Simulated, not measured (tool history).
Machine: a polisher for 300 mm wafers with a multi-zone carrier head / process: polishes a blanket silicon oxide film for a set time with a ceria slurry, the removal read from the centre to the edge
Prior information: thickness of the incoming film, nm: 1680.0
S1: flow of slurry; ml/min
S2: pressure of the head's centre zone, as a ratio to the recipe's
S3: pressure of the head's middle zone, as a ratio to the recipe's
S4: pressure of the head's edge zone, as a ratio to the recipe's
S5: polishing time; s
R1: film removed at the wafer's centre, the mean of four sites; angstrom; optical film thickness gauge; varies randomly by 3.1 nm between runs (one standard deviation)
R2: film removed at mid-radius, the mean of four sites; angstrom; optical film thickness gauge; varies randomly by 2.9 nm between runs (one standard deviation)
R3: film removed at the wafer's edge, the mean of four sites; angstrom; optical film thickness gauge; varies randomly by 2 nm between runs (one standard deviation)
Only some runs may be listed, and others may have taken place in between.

{"run": 1, "day": 0.0, "S1": 295, "S2": 1, "S3": 1, "S4": 1, "S5": 40, "R1": 2213, "R2": 2161.6, "R3": 2242.4}
{"run": 2, "day": 0.238, "S1": 295, "S2": 1, "S3": 1, "S4": 1, "S5": 33, "R1": 1844.3, "R2": 1816.2, "R3": 1840.7}
{"run": 3, "day": 0.596, "S1": 295, "S2": 1, "S3": 1, "S4": 0.93, "S5": 33, "R1": 1817.6, "R2": 1806.1, "R3": 1799.4}
{"run": 4, "day": 0.821, "S1": 250, "S2": 1, "S3": 1, "S4": 0.93, "S5": 33, "R1": 1787, "R2": 1744.5, "R3": 1754}
{"run": 5, "day": 0.925, "S1": 285, "S2": 1.02, "S3": 1.03, "S4": 0.99, "S5": 37, "R1": 2091, "R2": 2065.4, "R3": 2024.6}
{"run": 6, "day": 1.225, "S1": 310, "S2": 1.03, "S3": 1.04, "S4": 1.03, "S5": 40, "R1": 2346.2, "R2": 2265.2, "R3": 2243.4}
{"run": 7, "day": 1.312, "S1": 320, "S2": 1.03, "S3": 1.05, "S4": 1.06, "S5": 43, "R1": 2529.5, "R2": 2469.5, "R3": 2446.5}
{"run": 8, "day": 1.608, "S1": 325, "S2": 1.03, "S3": 1.06, "S4": 1.08, "S5": 45, "R1": 2564.7, "R2": 2650.3, "R3": 2601.8}

Predict the results of run 9:
{"run": 9, "day": 1.95, "S1": 335, "S2": 1.05, "S3": 1.06, "S4": 1.1, "S5": 46, "R1": "?", "R2": "?", "R3": "?"}

Run 9 produced R1 2767.2 angstrom, R2 2648.5 angstrom, R3 2720.9 angstrom.
